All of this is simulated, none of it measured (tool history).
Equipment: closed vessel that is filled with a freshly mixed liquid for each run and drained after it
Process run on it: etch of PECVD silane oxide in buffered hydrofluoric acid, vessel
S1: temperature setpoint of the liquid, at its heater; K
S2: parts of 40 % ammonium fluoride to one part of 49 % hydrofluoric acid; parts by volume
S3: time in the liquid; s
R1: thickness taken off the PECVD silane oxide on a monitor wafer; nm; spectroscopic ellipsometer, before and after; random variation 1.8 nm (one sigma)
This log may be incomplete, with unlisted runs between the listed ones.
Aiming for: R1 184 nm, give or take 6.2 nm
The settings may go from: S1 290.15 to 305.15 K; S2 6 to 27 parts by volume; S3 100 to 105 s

run 1 hour=0 | S1=297.15 S2=16.5 S3=100 | R1=104.61
run 2 hour=7.7 | S1=298.15 S2=16 S3=100 | R1=115.49
run 3 hour=11 | S1=296.65 S2=16 S3=100 | R1=106.69
run 4 hour=15.6 | S1=298.15 S2=15.5 S3=100 | R1=118.16
run 5 hour=21.1 | S1=299.15 S2=15 S3=100 | R1=131.01
run 6 hour=28.8 | S1=300.15 S2=15 S3=100 | R1=135.69
run 7 hour=30 | S1=300.65 S2=15 S3=100 | R1=140.77
run 8 hour=39.2 | S1=301.15 S2=15 S3=100 | R1=145.08

5 next moves are on the table. One of them brings every result within its allowed miss. Which?
run A hour=48.4 | S1=302.15 S2=13.5 S3=100 | R1=?
run B hour=48.4 | S1=302.65 S2=14 S3=100 | R1=?
run C hour=48.4 | S1=302.15 S2=14 S3=105 | R1=?
run D hour=48.4 | S1=299.15 S2=12 S3=105 | R1=?
run E hour=48.4 | S1=300.15 S2=11 S3=100 | R1=?

move=A R1=165.65
move=B R1=164.13
move=C R1=167.85
move=D R1=166.29
move=E R1=181.91
A: nearer the targets than the last run, but a result is still out of spec
B: nearer the targets than the last run, but a result is still out of spec
C: nearer the targets than the last run, but a result is still out of spec
D: nearer the targets than the last run, but a result is still out of spec
E: all results land within tolerance of their targets
Go with E: it meets all targets.
